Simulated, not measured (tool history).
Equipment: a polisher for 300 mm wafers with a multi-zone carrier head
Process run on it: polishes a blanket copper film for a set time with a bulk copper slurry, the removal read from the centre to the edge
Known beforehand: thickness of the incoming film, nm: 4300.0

run  hour  flow of slurry (ml/min)  pressure of the head's centre zone  pressure of the head's middle zone  pressure of the head's edge zone  abrasive content of the slurry  polishing time (s)  film removed at the wafer's centre (angstrom)  film removed at mid-radius (angstrom)  film removed at the wafer's edge (angstrom)
  1   0.0                      310                                1.00                                1.00                              1.00                            1.00                  77                                         6984.2                                 7118.2                                       7056.2
  2   4.7                      320                                1.03                                1.01                              1.02                            1.05                  77                                         7246.4                                 7242.4                                       7338.6
  3   9.2                      285                                1.03                                1.01                              1.02                            1.05                  77                                         7141.7                                 7247.2                                       7273.2
  4  10.4                      285                                0.96                                1.01                              1.02                            1.05                  77                                         6808.4                                 7276.1                                       7234.9
  5  16.8                      285                                0.96                                0.97                              1.02                            1.05                  77                                         6642.7                                 6994.2                                       7314.1
  6  22.5                      295                                1.00                                0.99                              1.03                            1.10                  77                                         7115.6                                 7184.4                                       7364.9
  7  30.2                      300                                1.03                                1.01                              1.04                            1.15                  77                                         7469.4                                 7347.2                                       7503.6
  8  36.6                      305                                1.05                                1.02                              1.05                            1.20                  77                                         7637.8                                 7559.9                                       7665.4
  9  41.0                      310                                1.07                                1.03                              1.06                            1.20                  77                                         7721.6                                 7653.0                                       7656.2
 10  42.7                      310                                1.07                                1.03                              1.06                            1.20                  77                                         7749.4                                 7519.2                                       7642.2
 11  44.7                      315                                1.09                                1.04                              1.07                            1.25                  77                                         7889.2                                 7734.0                                       7799.0
 12  48.5                      320                                1.11                                1.04                              1.07                            1.30                  77                                         8424.2                                 7701.8                                       7959.0
 13  56.5                      325                                1.12                                1.05                              1.07                            1.30                  77                                         8299.6                                 7808.9                                       7844.0

Forecast run 14:
 14  62.7                      325                                1.13                                1.06                              1.07                            1.30                  77                                              ?                                      ?                                            ?

{"run 14": {"film removed at the wafer's centre (angstrom)": 8430.9, "film removed at mid-radius (angstrom)": 7936.6, "film removed at the wafer's edge (angstrom)": 7828.2}}
